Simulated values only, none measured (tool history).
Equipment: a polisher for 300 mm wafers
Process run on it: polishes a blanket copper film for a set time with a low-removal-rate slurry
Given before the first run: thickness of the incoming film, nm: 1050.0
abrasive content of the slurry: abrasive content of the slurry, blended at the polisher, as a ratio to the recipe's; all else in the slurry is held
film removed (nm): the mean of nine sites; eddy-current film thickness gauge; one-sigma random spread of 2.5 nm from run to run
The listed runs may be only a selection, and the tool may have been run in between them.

| run | day | flow of slurry (ml/min) | pressure of the wafer on the pad (kPa) | speed of the pad under the wafer (cm/s) | abrasive content of the slurry | polishing time (s) | film removed (nm) |
|---|---|---|---|---|---|---|---|
| 1 | 0.000 | 180 | 15.9 | 92 | 1.0 | 43 | 112.71 |
| 2 | 0.204 | 185 | 17.9 | 96 | 1.0 | 43 | 134.25 |
| 3 | 0.525 | 220 | 17.9 | 96 | 1.0 | 43 | 135.27 |
| 4 | 0.667 | 220 | 19.3 | 100 | 1.0 | 43 | 151.58 |
| 5 | 0.888 | 220 | 20.7 | 104 | 1.0 | 43 | 166.26 |
| 6 | 1.121 | 220 | 23.4 | 104 | 1.0 | 43 | 193.39 |
| 7 | 1.288 | 220 | 23.4 | 106 | 1.0 | 43 | 200.15 |

Forecast run 8:
| 8 | 1.596 | 220 | 23.4 | 108 | 1.0 | 43 | ? |

film removed (nm): 201.69
